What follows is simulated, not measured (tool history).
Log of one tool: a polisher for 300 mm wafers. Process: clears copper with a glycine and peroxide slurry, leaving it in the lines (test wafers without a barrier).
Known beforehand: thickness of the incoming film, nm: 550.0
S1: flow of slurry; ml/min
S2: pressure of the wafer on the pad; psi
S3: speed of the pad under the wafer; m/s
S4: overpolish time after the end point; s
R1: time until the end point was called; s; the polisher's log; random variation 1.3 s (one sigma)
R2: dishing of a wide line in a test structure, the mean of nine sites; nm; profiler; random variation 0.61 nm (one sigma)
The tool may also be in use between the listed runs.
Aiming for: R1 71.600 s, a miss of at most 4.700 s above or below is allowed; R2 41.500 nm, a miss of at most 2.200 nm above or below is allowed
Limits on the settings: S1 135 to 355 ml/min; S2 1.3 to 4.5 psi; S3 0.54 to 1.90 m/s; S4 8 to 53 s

run 1 hour=0.0 | S1=225 S2=2.9 S3=1.22 S4=27 | R1=93.496 R2=87.516
run 2 hour=4.4 | S1=245 S2=2.4 S3=1.42 S4=21 | R1=93.273 R2=71.582
run 3 hour=6.8 | S1=245 S2=2.4 S3=1.62 S4=21 | R1=85.987 R2=77.150
run 4 hour=13.3 | S1=280 S2=2.1 S3=1.70 S4=17 | R1=87.396 R2=63.421
run 5 hour=17.4 | S1=305 S2=2.0 S3=1.76 S4=14 | R1=84.949 R2=54.863
run 6 hour=22.0 | S1=320 S2=2.0 S3=1.80 S4=12 | R1=83.650 R2=47.770
run 7 hour=27.3 | S1=330 S2=2.1 S3=1.82 S4=11 | R1=82.273 R2=46.302
run 8 hour=30.8 | S1=340 S2=2.2 S3=1.84 S4=10 | R1=80.024 R2=43.647
run 9 hour=37.5 | S1=340 S2=2.2 S3=1.84 S4=10 | R1=77.407 R2=45.043

Exactly one of the 4 candidate moves below puts every result within its allowed miss. Which one?
run A hour=44.2 | S1=250 S2=2.7 S3=1.54 S4=9 | R1=? R2=?
run B hour=44.2 | S1=335 S2=2.1 S3=1.60 S4=14 | R1=? R2=?
run C hour=44.2 | S1=215 S2=2.8 S3=1.76 S4=8 | R1=? R2=?
run D hour=44.2 | S1=305 S2=1.8 S3=1.84 S4=14 | R1=? R2=?

move=A R1=78.842 R2=41.290
move=B R1=90.049 R2=52.693
move=C R1=69.343 R2=41.656
move=D R1=90.418 R2=51.834
A: gets the furthest-off result to its target, but another result is out of tolerance
B: further off than the last run
C: every result within its allowed miss
D: further off than the last run
Correct choice: C, which meets every target
